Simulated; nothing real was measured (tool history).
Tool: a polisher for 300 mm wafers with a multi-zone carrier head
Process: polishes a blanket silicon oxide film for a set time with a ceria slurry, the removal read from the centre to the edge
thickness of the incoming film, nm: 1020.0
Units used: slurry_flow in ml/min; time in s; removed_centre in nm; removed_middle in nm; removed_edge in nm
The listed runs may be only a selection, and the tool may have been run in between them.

| run | hour | slurry_flow | centre_zone | middle_zone | edge_zone | time | removed_centre | removed_middle | removed_edge |
|---|---|---|---|---|---|---|---|---|---|
| 1 | 0 | 165 | 1 | 1 | 1 | 46 | 409.51 | 423.88 | 395.67 |
| 2 | 0.9 | 170 | 1.01 | 1 | 1.01 | 47 | 414.87 | 420.6 | 405.64 |
| 3 | 9.6 | 170 | 1.02 | 1.01 | 1.02 | 49 | 442.9 | 455.82 | 425.81 |
| 4 | 10.3 | 175 | 1.02 | 1.01 | 1.03 | 50 | 443.13 | 446.67 | 441.18 |
| 5 | 11.9 | 175 | 1.02 | 1.01 | 1.06 | 50 | 450.53 | 446.53 | 452.58 |
| 6 | 12.8 | 175 | 1.03 | 1.02 | 1.06 | 51 | 458.75 | 469.93 | 453.72 |
| 7 | 20.5 | 180 | 1.04 | 1.02 | 1.07 | 52 | 476.34 | 475.28 | 464.79 |

The next listed run, before its measurement:
| 8 | 25.5 | 180 | 1.04 | 1.02 | 1.07 | 52 | ? | ? | ? |

{"run 8": {"removed_centre": 477.93, "removed_middle": 482.49, "removed_edge": 473.87}}
